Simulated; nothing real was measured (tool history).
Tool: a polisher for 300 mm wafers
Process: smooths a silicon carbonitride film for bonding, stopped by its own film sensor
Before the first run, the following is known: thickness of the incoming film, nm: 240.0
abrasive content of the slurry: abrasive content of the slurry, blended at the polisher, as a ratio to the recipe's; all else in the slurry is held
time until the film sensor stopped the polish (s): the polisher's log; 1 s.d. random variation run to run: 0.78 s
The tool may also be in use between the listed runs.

run  hour  flow of slurry (ml/min)  pressure of the wafer on the pad (kPa)  speed of the pad under the wafer (cm/s)  abrasive content of the slurry  target thickness at which the film sensor stops the polish (angstrom)  time until the film sensor stopped the polish (s)
  1   0.0                      310                                    11.0                                      100                             1.0                                                                   2190                                             75.713
  2   1.5                      360                                    11.0                                      100                             1.0                                                                   2190                                             75.526
  3   9.2                      360                                     9.0                                      100                             1.0                                                                   2190                                             90.054
  4  15.1                      360                                    11.0                                      102                             1.0                                                                   2190                                             72.959
  5  15.6                      360                                    12.4                                      104                             1.0                                                                   2190                                             66.120
  6  22.3                      360                                    13.8                                      106                             1.0                                                                   2190                                             58.897
  7  26.4                      360                                    14.5                                      108                             1.0                                                                   2190                                             55.311

Expected results for the next run?
  8  33.5                      360                                    15.2                                      108                             1.0                                                                   2190                                                  ?

{"run 8": {"time until the film sensor stopped the polish (s)": 51.695}}
